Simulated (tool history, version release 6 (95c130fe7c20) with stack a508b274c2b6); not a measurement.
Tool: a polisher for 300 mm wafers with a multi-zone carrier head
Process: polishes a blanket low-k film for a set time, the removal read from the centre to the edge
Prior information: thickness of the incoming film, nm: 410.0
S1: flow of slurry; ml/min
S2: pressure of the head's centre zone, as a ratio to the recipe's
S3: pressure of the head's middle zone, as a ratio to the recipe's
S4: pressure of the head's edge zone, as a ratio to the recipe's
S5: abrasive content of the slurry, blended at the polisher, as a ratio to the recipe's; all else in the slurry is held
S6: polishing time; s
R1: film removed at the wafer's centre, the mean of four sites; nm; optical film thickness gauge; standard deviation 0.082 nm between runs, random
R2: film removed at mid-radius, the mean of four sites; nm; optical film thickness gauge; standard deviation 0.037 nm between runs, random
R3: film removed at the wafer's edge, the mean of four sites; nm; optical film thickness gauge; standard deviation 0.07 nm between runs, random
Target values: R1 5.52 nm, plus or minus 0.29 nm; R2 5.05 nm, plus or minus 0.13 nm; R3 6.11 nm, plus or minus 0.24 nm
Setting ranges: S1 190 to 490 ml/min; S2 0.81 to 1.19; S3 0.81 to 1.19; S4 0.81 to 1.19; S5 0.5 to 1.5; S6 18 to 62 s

run	hour	S1	S2	S3	S4	S5	S6	R1	R2	R3
1	0	315	1	1	1	1	40	8.799	8.9747	9.3378
2	7.3	260	1	1	1	1	40	8.4721	8.8215	9.3568
3	11.8	260	0.94	1	1	1	40	8.2631	8.7887	9.3151
4	13.6	260	0.94	1	1.07	1	40	8.5193	8.7787	9.4624
5	22.4	265	0.94	0.96	1.06	0.85	38	7.4626	7.5693	8.6394
6	23.7	265	0.94	0.96	1.09	0.85	38	7.5257	7.5195	8.4827
7	25.8	270	0.96	0.94	1.1	0.75	36	6.6691	6.6976	7.7821
8	26.6	285	1.01	0.92	1.1	0.7	35	6.6488	6.2374	7.2401
9	34.7	290	1.01	0.9	1.09	0.65	34	6.2093	5.727	6.7673
10	39.7	295	1	0.88	1.06	0.6	34	5.8812	5.375	6.3389
11	40.4	295	0.99	0.87	1.05	0.6	34	5.9665	5.2995	6.3846
12	48.2	295	0.97	0.87	1.04	0.6	34	5.7989	5.3118	6.241
13	55.9	290	0.96	0.86	1.04	0.6	34	5.6734	5.1845	6.339
14	63.6	290	0.96	0.86	1.03	0.6	34	5.9342	5.2751	6.1747
15	70.8	270	0.9	0.83	1.04	0.55	34	5.3547	4.8708	6.0152
16	78.3	270	0.91	0.84	1.04	0.55	34	5.2539	4.8951	5.8834
17	84.9	280	0.92	0.84	1.05	0.55	34	5.434	4.9172	6.0248

5 next moves are on the table. One of them brings every result within its allowed miss. Which?
A	91.5	275	0.95	0.82	1.07	0.6	32	?	?	?
B	91.5	335	0.98	0.89	1.11	0.6	31	?	?	?
C	91.5	230	1.09	0.83	1.09	0.6	31	?	?	?
D	91.5	260	0.99	0.81	1.03	0.7	30	?	?	?
E	91.5	355	0.96	0.82	1.02	0.5	35	?	?	?

move	R1	R2	R3
A	5.2593	4.6942	6.0271
B	5.326	4.9664	6.0375
C	5.4455	4.4827	5.7884
D	5.4327	4.6743	5.9601
E	5.4184	4.7893	5.9682
A: lands further from the targets than the last run did
B: meets every target
C: lands further from the targets than the last run did
D: lands further from the targets than the last run did
E: lands further from the targets than the last run did
Move B is the one to make.
